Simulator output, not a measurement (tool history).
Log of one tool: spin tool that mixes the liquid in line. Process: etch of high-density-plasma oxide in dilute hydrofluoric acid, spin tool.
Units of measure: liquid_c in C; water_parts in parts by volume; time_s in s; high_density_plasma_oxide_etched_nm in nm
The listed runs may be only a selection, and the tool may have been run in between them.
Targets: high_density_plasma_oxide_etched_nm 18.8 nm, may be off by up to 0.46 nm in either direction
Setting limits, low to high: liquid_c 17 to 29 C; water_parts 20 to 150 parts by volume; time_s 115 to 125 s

run    day  liquid_c  water_parts  time_s  high_density_plasma_oxide_etched_nm
  1      0        21           85     115                                8.805
  2  0.183        21           95     115                               7.8318
  3  0.517        23           85     115                               9.5673
  4  0.558      24.5           75     115                               11.771
  5  0.804      24.5           85     115                               10.158
  6  1.092      25.5           75     115                               12.076
  7  1.138      25.5           75     115                               12.072
  8    1.5      26.5           70     115                               13.517
  9  1.675        27           65     115                               15.159

Exercise: of the 4 proposed moves below, exactly one satisfies all targets within the stated allowed misses. Which move is it?
  A  1.85      27.5           60     115                                    ?
  B  1.85        28           55     115                                    ?
  C  1.85        27           65     125                                    ?
  D  1.85      23.5           50     115                                    ?

move  high_density_plasma_oxide_etched_nm
   A                               16.681
   B                               18.696
   C                               16.293
   D                               17.258
A: gains on the last run, yet a result remains outside its allowed miss
B: all results land within tolerance of their targets
C: gains on the last run, yet a result remains outside its allowed miss
D: gains on the last run, yet a result remains outside its allowed miss
The right move is B.

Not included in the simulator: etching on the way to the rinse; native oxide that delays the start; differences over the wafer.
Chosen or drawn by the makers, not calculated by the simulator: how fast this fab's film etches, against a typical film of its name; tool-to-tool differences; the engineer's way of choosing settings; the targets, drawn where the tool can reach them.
